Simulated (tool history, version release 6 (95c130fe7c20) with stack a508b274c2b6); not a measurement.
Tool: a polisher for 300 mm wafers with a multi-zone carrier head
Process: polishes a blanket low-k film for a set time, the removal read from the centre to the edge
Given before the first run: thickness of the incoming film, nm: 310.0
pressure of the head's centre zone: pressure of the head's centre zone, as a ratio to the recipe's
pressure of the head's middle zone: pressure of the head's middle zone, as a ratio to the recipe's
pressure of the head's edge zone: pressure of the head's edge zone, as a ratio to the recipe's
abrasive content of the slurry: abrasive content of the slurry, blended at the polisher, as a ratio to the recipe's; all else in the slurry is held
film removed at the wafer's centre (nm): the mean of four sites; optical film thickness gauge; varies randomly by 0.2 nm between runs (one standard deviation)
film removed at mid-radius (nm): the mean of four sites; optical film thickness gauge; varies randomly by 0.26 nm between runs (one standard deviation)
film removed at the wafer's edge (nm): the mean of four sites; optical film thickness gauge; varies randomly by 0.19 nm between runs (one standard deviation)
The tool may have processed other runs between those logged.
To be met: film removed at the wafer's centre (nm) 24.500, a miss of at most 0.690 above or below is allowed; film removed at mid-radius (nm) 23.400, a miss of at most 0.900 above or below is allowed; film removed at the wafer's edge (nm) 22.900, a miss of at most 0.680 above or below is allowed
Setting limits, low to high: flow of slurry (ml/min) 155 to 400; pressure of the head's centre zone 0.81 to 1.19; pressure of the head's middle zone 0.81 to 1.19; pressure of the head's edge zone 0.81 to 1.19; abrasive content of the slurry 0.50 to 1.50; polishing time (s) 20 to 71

run	hour	flow of slurry (ml/min)	pressure of the head's centre zone	pressure of the head's middle zone	pressure of the head's edge zone	abrasive content of the slurry	polishing time (s)	film removed at the wafer's centre (nm)	film removed at mid-radius (nm)	film removed at the wafer's edge (nm)
1	0.0	255	1.00	1.00	1.00	1.00	45	33.264	32.242	33.115
2	2.5	220	1.00	1.00	1.00	1.00	45	32.691	31.946	32.819
3	8.2	225	1.00	1.00	0.98	0.95	45	32.122	31.450	32.098
4	15.0	235	1.00	1.00	0.97	0.90	44	31.129	30.619	30.284
5	23.7	235	1.00	1.00	0.97	0.90	35	24.556	24.062	24.001
6	27.6	235	1.00	1.00	0.96	0.90	35	24.813	23.691	24.341
7	30.2	235	1.00	1.00	0.95	0.90	35	24.523	24.041	24.324
8	34.7	235	1.02	1.01	0.94	0.85	35	24.618	23.610	23.718

Next run, 4 choices. One meets every target within its allowed miss, the rest don't. Which?
A	39.2	210	1.01	0.94	1.04	1.00	34	?	?	?
B	39.2	290	1.03	1.01	0.90	0.85	34	?	?	?
C	39.2	315	0.94	0.95	0.94	1.00	34	?	?	?
D	39.2	270	0.91	0.88	0.96	1.10	34	?	?	?

move	film removed at the wafer's centre (nm)	film removed at mid-radius (nm)	film removed at the wafer's edge (nm)
A	24.937	22.493	25.051
B	24.554	23.100	22.724
C	24.610	23.520	24.733
D	24.550	22.582	25.610
A: lands further from the targets than the last run did
B: every result within its allowed miss
C: lands further from the targets than the last run did
D: lands further from the targets than the last run did
Answer: B
